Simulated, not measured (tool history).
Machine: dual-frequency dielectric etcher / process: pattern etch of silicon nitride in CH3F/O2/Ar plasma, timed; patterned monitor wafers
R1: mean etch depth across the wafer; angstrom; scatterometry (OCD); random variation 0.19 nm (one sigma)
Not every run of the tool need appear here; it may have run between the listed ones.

{"run": 1, "hour": 0.0, "source power (kW)": 0.36, "bias power (kW)": 0.1, "etch time (s)": 50, "R1": 409.94}
{"run": 2, "hour": 2.2, "source power (kW)": 0.37, "bias power (kW)": 0.102, "etch time (s)": 50, "R1": 419.36}
{"run": 3, "hour": 10.8, "source power (kW)": 0.37, "bias power (kW)": 0.102, "etch time (s)": 52, "R1": 437.83}
{"run": 4, "hour": 19.1, "source power (kW)": 0.41, "bias power (kW)": 0.102, "etch time (s)": 52, "R1": 461.81}
{"run": 5, "hour": 19.9, "source power (kW)": 0.38, "bias power (kW)": 0.102, "etch time (s)": 52, "R1": 445.25}
{"run": 6, "hour": 27.7, "source power (kW)": 0.39, "bias power (kW)": 0.102, "etch time (s)": 52, "R1": 455.76}
{"run": 7, "hour": 36.2, "source power (kW)": 0.4, "bias power (kW)": 0.102, "etch time (s)": 52, "R1": 458.92}
{"run": 8, "hour": 39.5, "source power (kW)": 0.41, "bias power (kW)": 0.102, "etch time (s)": 52, "R1": 462.84}

Run 9 comes next. What will it give?
{"run": 9, "hour": 46.0, "source power (kW)": 0.42, "bias power (kW)": 0.102, "etch time (s)": 52, "R1": "?"}

R1: 469.72 angstrom
